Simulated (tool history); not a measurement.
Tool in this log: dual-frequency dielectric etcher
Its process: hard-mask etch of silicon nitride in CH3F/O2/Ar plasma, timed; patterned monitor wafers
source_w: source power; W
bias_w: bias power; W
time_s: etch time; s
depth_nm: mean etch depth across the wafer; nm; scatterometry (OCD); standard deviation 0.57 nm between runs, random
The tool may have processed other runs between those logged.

{"run": 1, "hour": 0.0, "source_w": 510, "bias_w": 61, "time_s": 285, "depth_nm": 204.16}
{"run": 2, "hour": 8.8, "source_w": 430, "bias_w": 61, "time_s": 285, "depth_nm": 188.82}
{"run": 3, "hour": 17.5, "source_w": 430, "bias_w": 50, "time_s": 285, "depth_nm": 179.63}
{"run": 4, "hour": 25.0, "source_w": 430, "bias_w": 41, "time_s": 285, "depth_nm": 170.82}
{"run": 5, "hour": 28.9, "source_w": 430, "bias_w": 37, "time_s": 285, "depth_nm": 166.75}
{"run": 6, "hour": 31.8, "source_w": 470, "bias_w": 37, "time_s": 285, "depth_nm": 174.6}
{"run": 7, "hour": 40.4, "source_w": 540, "bias_w": 38, "time_s": 285, "depth_nm": 186.71}
{"run": 8, "hour": 48.4, "source_w": 590, "bias_w": 39, "time_s": 285, "depth_nm": 196.17}
{"run": 9, "hour": 54.0, "source_w": 630, "bias_w": 40, "time_s": 285, "depth_nm": 203.46}
{"run": 10, "hour": 56.7, "source_w": 660, "bias_w": 41, "time_s": 285, "depth_nm": 207.75}

For run 11, what comes out?
{"run": 11, "hour": 62.1, "source_w": 680, "bias_w": 43, "time_s": 285.5, "depth_nm": "?"}

{"run 11": {"depth_nm": 215.27}}
